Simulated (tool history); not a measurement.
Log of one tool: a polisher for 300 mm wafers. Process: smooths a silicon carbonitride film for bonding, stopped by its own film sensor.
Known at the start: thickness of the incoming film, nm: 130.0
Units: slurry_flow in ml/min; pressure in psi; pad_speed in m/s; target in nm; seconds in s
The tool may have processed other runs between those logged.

run  hour  slurry_flow  pressure  pad_speed  slurry_solids  target  seconds
  1   0.0          210       1.7       0.68           1.00      97   205.51
  2   4.2          210       2.1       0.68           1.00      97   164.45
  3  11.7          210       2.1       0.68           1.00      96   175.57
  4  15.6          210       1.8       0.66           1.00      96   201.34
  5  19.8          250       1.8       0.66           1.00      96   205.43
  6  25.3          250       1.8       0.66           1.15      96   189.91
  7  33.3          250       1.6       0.62           1.15      96   225.17

What will run 8 give?
  8  42.2          250       1.4       0.60           1.15      96        ?

seconds: 262.04 s
